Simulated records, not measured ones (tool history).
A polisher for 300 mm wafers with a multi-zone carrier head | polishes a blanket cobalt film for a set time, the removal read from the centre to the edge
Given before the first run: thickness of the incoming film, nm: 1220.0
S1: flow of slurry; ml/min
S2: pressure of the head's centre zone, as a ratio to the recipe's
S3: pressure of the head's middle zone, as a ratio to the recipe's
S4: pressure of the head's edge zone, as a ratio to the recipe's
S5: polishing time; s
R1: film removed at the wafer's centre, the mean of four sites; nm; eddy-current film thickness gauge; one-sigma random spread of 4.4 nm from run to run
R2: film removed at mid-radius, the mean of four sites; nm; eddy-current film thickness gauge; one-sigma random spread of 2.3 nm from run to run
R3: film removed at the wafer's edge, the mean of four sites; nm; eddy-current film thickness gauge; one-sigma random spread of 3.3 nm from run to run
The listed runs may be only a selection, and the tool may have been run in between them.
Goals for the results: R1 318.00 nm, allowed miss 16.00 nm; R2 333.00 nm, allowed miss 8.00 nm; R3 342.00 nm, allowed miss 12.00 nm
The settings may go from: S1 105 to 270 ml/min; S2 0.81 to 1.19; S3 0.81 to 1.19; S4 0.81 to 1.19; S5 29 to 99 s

{"run": 1, "day": 0.0, "S1": 175, "S2": 1.0, "S3": 1.0, "S4": 1.0, "S5": 64, "R1": 431.68, "R2": 430.03, "R3": 428.38}
{"run": 2, "day": 0.279, "S1": 175, "S2": 1.0, "S3": 0.96, "S4": 1.0, "S5": 64, "R1": 433.6, "R2": 419.88, "R3": 422.62}
{"run": 3, "day": 0.392, "S1": 175, "S2": 1.0, "S3": 0.96, "S4": 1.05, "S5": 64, "R1": 432.9, "R2": 417.67, "R3": 432.91}
{"run": 4, "day": 0.638, "S1": 175, "S2": 1.0, "S3": 0.96, "S4": 1.13, "S5": 64, "R1": 424.48, "R2": 421.95, "R3": 450.25}
{"run": 5, "day": 1.012, "S1": 175, "S2": 0.97, "S3": 0.96, "S4": 1.13, "S5": 64, "R1": 422.59, "R2": 419.53, "R3": 450.33}
{"run": 6, "day": 1.212, "S1": 175, "S2": 0.97, "S3": 0.96, "S4": 1.13, "S5": 75, "R1": 489.77, "R2": 488.6, "R3": 531.34}
{"run": 7, "day": 1.496, "S1": 170, "S2": 0.95, "S3": 0.95, "S4": 1.09, "S5": 71, "R1": 446.7, "R2": 457.36, "R3": 500.42}
{"run": 8, "day": 1.808, "S1": 170, "S2": 0.99, "S3": 1.0, "S4": 0.99, "S5": 53, "R1": 359.41, "R2": 354.54, "R3": 346.96}
{"run": 9, "day": 2.096, "S1": 160, "S2": 0.98, "S3": 1.0, "S4": 1.0, "S5": 53, "R1": 342.02, "R2": 354.16, "R3": 348.28}
{"run": 10, "day": 2.45, "S1": 155, "S2": 0.98, "S3": 0.99, "S4": 1.0, "S5": 53, "R1": 331.78, "R2": 345.81, "R3": 344.54}

Which of these 5 next moves meets every target?
{"run": "A", "day": 2.804, "S1": 190, "S2": 0.92, "S3": 1.07, "S4": 0.97, "S5": 50, "R1": "?", "R2": "?", "R3": "?"}
{"run": "B", "day": 2.804, "S1": 105, "S2": 0.87, "S3": 0.88, "S4": 1.07, "S5": 57, "R1": "?", "R2": "?", "R3": "?"}
{"run": "C", "day": 2.804, "S1": 105, "S2": 0.85, "S3": 0.91, "S4": 1.1, "S5": 57, "R1": "?", "R2": "?", "R3": "?"}
{"run": "D", "day": 2.804, "S1": 120, "S2": 0.99, "S3": 0.94, "S4": 1.05, "S5": 53, "R1": "?", "R2": "?", "R3": "?"}
{"run": "E", "day": 2.804, "S1": 180, "S2": 1.0, "S3": 1.03, "S4": 1.11, "S5": 48, "R1": "?", "R2": "?", "R3": "?"}

move=A R1=311.08 R2=356.04 R3=332.09
move=B R1=288.07 R2=313.63 R3=362.09
move=C R1=281.44 R2=320.24 R3=367.05
move=D R1=318.75 R2=315.43 R3=342.14
move=E R1=321.55 R2=330.18 R3=338.58
A: its largest miss is bigger than the last run's
B: moves the result that the last run missed by most past its target, out the other side
C: moves the result that the last run missed by most past its target, out the other side
D: moves the result that the last run missed by most past its target, out the other side
E: all results land within tolerance of their targets
Correct choice: E, which meets every target

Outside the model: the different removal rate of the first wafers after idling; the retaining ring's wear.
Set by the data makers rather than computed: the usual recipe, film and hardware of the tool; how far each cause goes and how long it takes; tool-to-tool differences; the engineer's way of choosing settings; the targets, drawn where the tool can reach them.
